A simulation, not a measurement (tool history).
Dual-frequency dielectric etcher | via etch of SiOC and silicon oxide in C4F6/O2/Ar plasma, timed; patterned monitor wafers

run,hour,source power (kW),bias power (kW),etch time (s),mean etch depth across the wafer (nm)
1,0.0,0.290,0.122,64,57.071
2,5.9,0.290,0.135,64,58.596
3,12.0,0.290,0.149,64,60.361
4,17.7,0.290,0.164,64,62.005
5,22.0,0.250,0.156,64,58.225
6,23.9,0.250,0.156,64,58.121
7,29.4,0.230,0.149,64,56.175
8,36.1,0.230,0.149,64,56.401

The next listed run, before its measurement:
9,39.4,0.210,0.141,64,?

mean etch depth across the wafer (nm): 53.686
